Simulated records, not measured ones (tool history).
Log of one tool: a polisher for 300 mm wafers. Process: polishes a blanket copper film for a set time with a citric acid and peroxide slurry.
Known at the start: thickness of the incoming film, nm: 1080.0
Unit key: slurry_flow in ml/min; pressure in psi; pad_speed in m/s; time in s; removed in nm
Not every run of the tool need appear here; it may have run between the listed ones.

run	hour	slurry_flow	pressure	pad_speed	slurry_solids	time	removed
1	0.0	175	4.1	1.24	1.00	61	189.42
2	8.8	175	4.1	1.24	0.85	61	179.70
3	14.9	175	4.1	1.24	0.80	61	178.80
4	19.6	175	4.1	1.24	0.60	61	164.02
5	27.1	175	4.1	1.38	0.60	61	175.87
6	35.1	165	3.9	1.38	0.60	61	165.26
7	39.2	155	3.8	1.38	0.60	61	159.59
# hour 47.6: head pressure recalibrated
8	47.6	145	3.7	1.38	0.60	61	164.18
9	52.4	155	3.6	1.38	0.60	61	162.79

Forecast run 10:
10	61.1	150	3.3	1.38	0.60	61	?

removed: 149.54 nm
